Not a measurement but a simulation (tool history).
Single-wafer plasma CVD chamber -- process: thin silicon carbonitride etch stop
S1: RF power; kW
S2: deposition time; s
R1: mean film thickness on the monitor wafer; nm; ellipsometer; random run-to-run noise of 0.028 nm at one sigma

Run 1, day 0.000: S1 0.260 kW, S2 15.1 s. Result: R1 9.3048 nm.
Run 2, day 0.158: S1 0.280 kW, S2 16.0 s. Result: R1 10.0570 nm.
Run 3, day 0.404: S1 0.280 kW, S2 14.7 s. Result: R1 9.2468 nm.
Run 4, day 0.500: S1 0.295 kW, S2 15.7 s. Result: R1 9.9945 nm.
Run 5, day 0.612: S1 0.270 kW, S2 15.7 s. Result: R1 9.8073 nm.
Run 6, day 0.829: S1 0.280 kW, S2 16.5 s. Result: R1 10.4160 nm.

Forecast run 7:
Run 7, day 1.133: S1 0.290 kW, S2 17.0 s. Result: R1 ?.

{"run 7": {"R1": 10.82}}
